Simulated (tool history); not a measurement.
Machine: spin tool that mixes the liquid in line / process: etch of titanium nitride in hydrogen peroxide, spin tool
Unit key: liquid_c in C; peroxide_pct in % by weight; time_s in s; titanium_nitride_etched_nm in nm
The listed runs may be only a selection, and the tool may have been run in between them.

| run | hour | liquid_c | peroxide_pct | time_s | titanium_nitride_etched_nm |
|---|---|---|---|---|---|
| 1 | 0 | 54 | 25 | 25 | 2.7084 |
| 2 | 6.4 | 55.5 | 25 | 25 | 3.0124 |
| 3 | 11.5 | 57 | 25 | 25 | 3.335 |
| 4 | 16.5 | 58 | 25 | 25 | 3.6115 |
| 5 | 20.5 | 53.5 | 25 | 25 | 2.5954 |
| 6 | 24 | 51 | 25 | 25 | 2.1891 |
| 7 | 27.2 | 53.5 | 25 | 25 | 2.6139 |

Run 8 comes next. What will it give?
| 8 | 28 | 55.5 | 25 | 25 | ? |

titanium_nitride_etched_nm: 3.0187 nm

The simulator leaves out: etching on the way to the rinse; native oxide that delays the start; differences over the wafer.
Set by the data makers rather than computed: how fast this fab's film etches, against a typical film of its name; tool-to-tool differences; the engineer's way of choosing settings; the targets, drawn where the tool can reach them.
